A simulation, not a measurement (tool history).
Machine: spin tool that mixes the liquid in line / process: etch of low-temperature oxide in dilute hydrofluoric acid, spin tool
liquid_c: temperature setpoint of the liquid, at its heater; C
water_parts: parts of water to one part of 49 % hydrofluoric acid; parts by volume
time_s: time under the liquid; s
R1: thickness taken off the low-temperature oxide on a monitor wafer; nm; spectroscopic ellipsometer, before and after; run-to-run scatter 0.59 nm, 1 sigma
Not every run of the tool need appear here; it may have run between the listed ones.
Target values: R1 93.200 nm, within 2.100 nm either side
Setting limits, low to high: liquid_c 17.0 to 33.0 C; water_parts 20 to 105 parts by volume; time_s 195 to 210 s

Run 1, hour 0.0: liquid_c 25.0 C, water_parts 55 parts by volume, time_s 195 s. Result: R1 53.682 nm.
Run 2, hour 4.0: liquid_c 25.0 C, water_parts 70 parts by volume, time_s 195 s. Result: R1 40.828 nm.
Run 3, hour 7.9: liquid_c 27.5 C, water_parts 60 parts by volume, time_s 195 s. Result: R1 53.362 nm.
Run 4, hour 14.4: liquid_c 27.5 C, water_parts 60 parts by volume, time_s 195 s. Result: R1 53.126 nm.
Run 5, hour 23.4: liquid_c 29.0 C, water_parts 55 parts by volume, time_s 195 s. Result: R1 62.122 nm.
Run 6, hour 31.0: liquid_c 27.5 C, water_parts 55 parts by volume, time_s 195 s. Result: R1 58.243 nm.
Run 7, hour 34.2: liquid_c 29.0 C, water_parts 50 parts by volume, time_s 195 s. Result: R1 69.731 nm.
Run 8, hour 35.5: liquid_c 30.5 C, water_parts 50 parts by volume, time_s 195 s. Result: R1 73.642 nm.
Run 9, hour 41.2: liquid_c 31.5 C, water_parts 50 parts by volume, time_s 195 s. Result: R1 76.116 nm.
Run 10, hour 42.3: liquid_c 32.0 C, water_parts 45 parts by volume, time_s 195 s. Result: R1 87.718 nm.
Run 11, hour 45.8: liquid_c 32.5 C, water_parts 45 parts by volume, time_s 195 s. Result: R1 89.216 nm.

Next run, 4 choices. One meets every target within its allowed miss, the rest don't. Which?
Run A, hour 49.3: liquid_c 29.5 C, water_parts 40 parts by volume, time_s 210 s. Result: R1 ?.
Run B, hour 49.3: liquid_c 33.0 C, water_parts 45 parts by volume, time_s 210 s. Result: R1 ?.
Run C, hour 49.3: liquid_c 30.5 C, water_parts 45 parts by volume, time_s 210 s. Result: R1 ?.
Run D, hour 49.3: liquid_c 31.5 C, water_parts 45 parts by volume, time_s 210 s. Result: R1 ?.

move      R1
   A  97.645
   B  98.632
   C  89.526
   D  93.084
A: carries the result that was furthest off beyond its target, to the other side
B: carries the result that was furthest off beyond its target, to the other side
C: closes in on the targets versus the last run, not all within tolerance yet
D: meets every target
Go with D: it meets all targets.
